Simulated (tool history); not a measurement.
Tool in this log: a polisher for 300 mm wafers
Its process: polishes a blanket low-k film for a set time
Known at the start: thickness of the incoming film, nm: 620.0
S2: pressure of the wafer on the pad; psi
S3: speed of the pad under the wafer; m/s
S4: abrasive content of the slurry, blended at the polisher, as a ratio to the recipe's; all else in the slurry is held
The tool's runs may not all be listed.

Run 1, hour 0.0: flow of slurry (ml/min) 170, S2 1.5 psi, S3 1.18 m/s, S4 1.0, polishing time (s) 59. Result: film removed (angstrom) 239.63.
Run 2, hour 3.1: flow of slurry (ml/min) 165, S2 1.4 psi, S3 1.18 m/s, S4 1.0, polishing time (s) 59. Result: film removed (angstrom) 226.94.
Run 3, hour 7.7: flow of slurry (ml/min) 160, S2 1.3 psi, S3 1.18 m/s, S4 1.0, polishing time (s) 59. Result: film removed (angstrom) 211.57.
Run 4, hour 8.7: flow of slurry (ml/min) 145, S2 1.3 psi, S3 1.18 m/s, S4 1.0, polishing time (s) 59. Result: film removed (angstrom) 208.86.
Run 5, hour 13.6: flow of slurry (ml/min) 140, S2 1.3 psi, S3 1.18 m/s, S4 1.0, polishing time (s) 59. Result: film removed (angstrom) 208.74.
Run 6, hour 21.3: flow of slurry (ml/min) 140, S2 1.3 psi, S3 0.92 m/s, S4 1.0, polishing time (s) 59. Result: film removed (angstrom) 170.37.

Run 7 is up next; what results do you expect?
Run 7, hour 22.4: flow of slurry (ml/min) 150, S2 1.4 psi, S3 0.92 m/s, S4 1.0, polishing time (s) 59. Result: film removed (angstrom) ?.

film removed (angstrom): 182.01
